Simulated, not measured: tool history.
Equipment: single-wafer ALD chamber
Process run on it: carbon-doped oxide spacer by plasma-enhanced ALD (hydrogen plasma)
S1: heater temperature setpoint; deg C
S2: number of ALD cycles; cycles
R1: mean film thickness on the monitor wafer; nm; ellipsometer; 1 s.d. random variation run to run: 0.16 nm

run  hour   S1   S2      R1
  1     0  385  504  23.424
  2   3.8  385  513  24.195
  3   7.3  385  462  21.812
  4  13.1  385  491  23.003
  5  21.8  385  502  23.463
  6  25.2  391  502  23.783

What does the tool deliver on the next run?
  7  34.2  391  510   ?

{"run 7": {"R1": 23.904}}
